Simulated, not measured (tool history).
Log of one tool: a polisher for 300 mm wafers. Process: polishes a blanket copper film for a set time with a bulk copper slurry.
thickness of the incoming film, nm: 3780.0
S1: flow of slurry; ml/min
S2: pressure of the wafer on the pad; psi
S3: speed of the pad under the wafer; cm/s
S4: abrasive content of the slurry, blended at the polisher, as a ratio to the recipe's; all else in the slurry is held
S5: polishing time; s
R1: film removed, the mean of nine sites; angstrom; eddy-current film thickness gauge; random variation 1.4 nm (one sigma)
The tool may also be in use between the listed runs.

run	day	S1	S2	S3	S4	S5	R1
1	0	300	2.2	96	1	19	1302.4
2	0.288	300	2.2	72	1	19	1009.9
3	0.608	300	2.4	72	1	19	1109.1
4	0.942	300	2.4	80	1	19	1210.7
5	1.212	300	2.4	80	0.85	19	1167.5
6	1.433	300	2.5	80	0.85	19	1186.1

The next listed run, before its measurement:
7	1.579	300	2.6	80	0.85	19	?

{"run 7": {"R1": 1267.1}}
